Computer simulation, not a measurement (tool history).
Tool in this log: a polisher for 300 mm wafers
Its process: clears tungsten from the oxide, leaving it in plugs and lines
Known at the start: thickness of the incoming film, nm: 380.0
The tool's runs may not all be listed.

| run | day | flow of slurry (ml/min) | pressure of the wafer on the pad (psi) | speed of the pad under the wafer (m/s) | abrasive content of the slurry | overpolish time after the end point (s) | time until the end point was called (s) |
|---|---|---|---|---|---|---|---|
| 1 | 0.000 | 225 | 3.5 | 1.00 | 1.0 | 16 | 74.984 |
| 2 | 0.188 | 225 | 3.5 | 1.24 | 1.0 | 16 | 62.152 |
| 3 | 0.212 | 225 | 3.5 | 1.24 | 1.2 | 16 | 58.761 |
| 4 | 0.304 | 225 | 2.9 | 1.24 | 1.2 | 16 | 71.078 |
| 5 | 0.521 | 225 | 2.9 | 1.08 | 1.2 | 16 | 80.875 |
| 6 | 0.708 | 225 | 2.9 | 1.26 | 1.2 | 16 | 68.396 |
| 7 | 0.796 | 220 | 2.5 | 1.20 | 1.2 | 16 | 84.688 |
| 8 | 1.017 | 210 | 2.2 | 1.20 | 1.2 | 16 | 96.486 |
| 9 | 1.212 | 195 | 2.1 | 1.20 | 1.2 | 16 | 101.590 |
| 10 | 1.383 | 180 | 2.0 | 1.20 | 1.2 | 16 | 106.550 |
| 11 | 1.425 | 170 | 1.9 | 1.20 | 1.2 | 16 | 114.070 |

Forecast run 12:
| 12 | 1.454 | 165 | 1.9 | 1.20 | 1.2 | 16 | ? |

{"run 12": {"time until the end point was called (s)": 114.15}}
